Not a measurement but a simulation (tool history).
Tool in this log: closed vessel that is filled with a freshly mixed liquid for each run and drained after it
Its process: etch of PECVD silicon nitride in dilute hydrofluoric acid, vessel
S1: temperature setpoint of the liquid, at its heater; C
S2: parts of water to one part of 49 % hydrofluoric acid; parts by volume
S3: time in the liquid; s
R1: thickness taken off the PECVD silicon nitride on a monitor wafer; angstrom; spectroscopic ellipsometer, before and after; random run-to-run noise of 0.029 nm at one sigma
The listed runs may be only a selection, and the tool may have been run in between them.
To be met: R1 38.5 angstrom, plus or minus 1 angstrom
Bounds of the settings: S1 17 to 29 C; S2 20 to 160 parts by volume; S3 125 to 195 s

run  hour    S1   S2   S3      R1
  1     0    21   90  195  71.719
  2   1.9  20.5   95  195   65.56
  3   6.4    20  100  195  60.934
  4  10.7    20  100  195  60.736
  5    13    20  115  195   53.25
  6  17.5    20  100  195  60.733
  7  23.5  19.5  105  195  56.381
  8  31.6    19  110  195   52.06
  9  35.3    18  120  195  44.594
 10  41.9    18  120  195  45.111
 11  43.5  17.5  125  195  40.802
 12  44.8    17  125  195  40.407

Exercise: of the 5 proposed moves below, exactly one satisfies all targets within the stated allowed misses. Which move is it?
  A  46.1  17.5  130  190   ?
  B  46.1    17  130  185   ?
  C  46.1  17.5  125  195   ?
  D  46.1  18.5  130  190   ?
  E  46.1    19  140  195   ?

move      R1
   A   39.43
   B  37.093
   C  42.033
   D  42.224
   E   41.72
A: all results in spec
B: the result that was furthest off in the last run now lies on the other side of its target
C: moves away from the targets compared with the last run
D: moves away from the targets compared with the last run
E: moves away from the targets compared with the last run
The move that meets every target is A.
